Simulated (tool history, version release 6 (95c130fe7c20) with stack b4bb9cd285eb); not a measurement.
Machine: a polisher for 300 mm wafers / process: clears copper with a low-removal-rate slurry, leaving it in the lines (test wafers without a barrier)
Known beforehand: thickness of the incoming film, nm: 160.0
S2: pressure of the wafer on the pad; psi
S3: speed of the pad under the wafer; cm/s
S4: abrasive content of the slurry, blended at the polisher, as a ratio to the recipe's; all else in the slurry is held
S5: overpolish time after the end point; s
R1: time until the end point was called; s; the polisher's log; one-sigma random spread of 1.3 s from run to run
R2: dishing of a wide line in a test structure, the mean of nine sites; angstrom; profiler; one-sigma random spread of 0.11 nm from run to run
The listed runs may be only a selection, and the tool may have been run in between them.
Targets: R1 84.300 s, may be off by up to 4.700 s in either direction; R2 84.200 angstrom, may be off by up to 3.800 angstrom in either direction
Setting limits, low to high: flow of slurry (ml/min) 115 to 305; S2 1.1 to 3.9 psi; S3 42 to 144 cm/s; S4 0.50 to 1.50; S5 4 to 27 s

{"run": 1, "hour": 0.0, "flow of slurry (ml/min)": 195, "S2": 2.5, "S3": 92, "S4": 1.0, "S5": 14, "R1": 69.217, "R2": 270.08}
{"run": 2, "hour": 3.9, "flow of slurry (ml/min)": 200, "S2": 2.2, "S3": 90, "S4": 1.0, "S5": 11, "R1": 80.066, "R2": 191.69}
{"run": 3, "hour": 7.8, "flow of slurry (ml/min)": 200, "S2": 1.7, "S3": 90, "S4": 1.0, "S5": 11, "R1": 98.75, "R2": 150.61}
{"run": 4, "hour": 12.0, "flow of slurry (ml/min)": 170, "S2": 1.7, "S3": 90, "S4": 1.0, "S5": 11, "R1": 100.68, "R2": 146.96}
{"run": 5, "hour": 13.9, "flow of slurry (ml/min)": 170, "S2": 1.7, "S3": 90, "S4": 0.9, "S5": 11, "R1": 102.54, "R2": 144.83}
{"run": 6, "hour": 22.6, "flow of slurry (ml/min)": 210, "S2": 1.7, "S3": 90, "S4": 0.9, "S5": 11, "R1": 100.99, "R2": 150.97}
{"run": 7, "hour": 27.9, "flow of slurry (ml/min)": 180, "S2": 1.5, "S3": 98, "S4": 1.1, "S5": 9, "R1": 102.17, "R2": 122.77}
{"run": 8, "hour": 32.4, "flow of slurry (ml/min)": 160, "S2": 1.4, "S3": 110, "S4": 1.25, "S5": 7, "R1": 94.696, "R2": 99.785}
{"run": 9, "hour": 34.7, "flow of slurry (ml/min)": 155, "S2": 1.5, "S3": 118, "S4": 1.45, "S5": 4, "R1": 80.741, "R2": 68.398}
{"run": 10, "hour": 43.3, "flow of slurry (ml/min)": 155, "S2": 1.5, "S3": 118, "S4": 1.35, "S5": 4, "R1": 84.788, "R2": 65.765}
{"run": 11, "hour": 52.2, "flow of slurry (ml/min)": 145, "S2": 1.6, "S3": 118, "S4": 1.3, "S5": 8, "R1": 82.33, "R2": 137.32}
{"run": 12, "hour": 59.2, "flow of slurry (ml/min)": 185, "S2": 1.5, "S3": 116, "S4": 1.35, "S5": 8, "R1": 80.59, "R2": 135.6}
{"run": 13, "hour": 62.3, "flow of slurry (ml/min)": 195, "S2": 1.6, "S3": 110, "S4": 1.35, "S5": 7, "R1": 83.033, "R2": 116.67}
{"run": 14, "hour": 63.1, "flow of slurry (ml/min)": 180, "S2": 1.7, "S3": 108, "S4": 1.35, "S5": 7, "R1": 80.274, "R2": 118.92}
{"run": 15, "hour": 63.7, "flow of slurry (ml/min)": 185, "S2": 1.7, "S3": 110, "S4": 1.25, "S5": 6, "R1": 80.254, "R2": 106.57}
{"run": 16, "hour": 70.8, "flow of slurry (ml/min)": 170, "S2": 1.7, "S3": 110, "S4": 1.3, "S5": 6, "R1": 81.209, "R2": 107.5}

Next run, 5 choices. One meets every target within its allowed miss, the rest don't. Which?
{"run": "A", "hour": 77.9, "flow of slurry (ml/min)": 175, "S2": 1.6, "S3": 118, "S4": 1.4, "S5": 4, "R1": "?", "R2": "?"}
{"run": "B", "hour": 77.9, "flow of slurry (ml/min)": 115, "S2": 1.7, "S3": 104, "S4": 1.25, "S5": 5, "R1": "?", "R2": "?"}
{"run": "C", "hour": 77.9, "flow of slurry (ml/min)": 170, "S2": 1.7, "S3": 116, "S4": 1.05, "S5": 9, "R1": "?", "R2": "?"}
{"run": "D", "hour": 77.9, "flow of slurry (ml/min)": 165, "S2": 2.5, "S3": 80, "S4": 1.5, "S5": 8, "R1": "?", "R2": "?"}
{"run": "E", "hour": 77.9, "flow of slurry (ml/min)": 140, "S2": 2.0, "S3": 94, "S4": 1.35, "S5": 5, "R1": "?", "R2": "?"}

move=A R1=77.732 R2=73.931
move=B R1=93.664 R2=76.672
move=C R1=79.675 R2=157.780
move=D R1=77.136 R2=146.520
move=E R1=84.509 R2=84.900
A: carries the result that was furthest off beyond its target, to the other side
B: carries the result that was furthest off beyond its target, to the other side
C: misses by more than the last run did
D: misses by more than the last run did
E: each result inside its tolerance
So the answer is move E, the one that meets all the targets.
